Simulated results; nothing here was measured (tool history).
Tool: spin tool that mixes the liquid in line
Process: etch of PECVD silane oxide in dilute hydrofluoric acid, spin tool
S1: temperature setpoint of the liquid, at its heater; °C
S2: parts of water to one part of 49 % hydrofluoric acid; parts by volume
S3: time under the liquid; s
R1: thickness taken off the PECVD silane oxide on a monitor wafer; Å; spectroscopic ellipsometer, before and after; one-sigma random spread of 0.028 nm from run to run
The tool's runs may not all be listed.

| run | hour | S1 | S2 | S3 | R1 |
|---|---|---|---|---|---|
| 1 | 0 | 21 | 220 | 185 | 141.54 |
| 2 | 8.3 | 21 | 220 | 185 | 142.53 |
| 3 | 16.8 | 18 | 220 | 185 | 126.82 |
| 4 | 20.6 | 19 | 220 | 185 | 131.64 |
| 5 | 26.9 | 18.5 | 235 | 185 | 119.07 |
| 6 | 31.9 | 18 | 245 | 185 | 111.29 |
| 7 | 37.2 | 18 | 255 | 185 | 105.78 |
| 8 | 44.1 | 18 | 265 | 185 | 100.83 |

Run 9, settings as shown, results not yet in. Your forecast:
| 9 | 51.3 | 18 | 270 | 185 | ? |

R1: 98.416 Å

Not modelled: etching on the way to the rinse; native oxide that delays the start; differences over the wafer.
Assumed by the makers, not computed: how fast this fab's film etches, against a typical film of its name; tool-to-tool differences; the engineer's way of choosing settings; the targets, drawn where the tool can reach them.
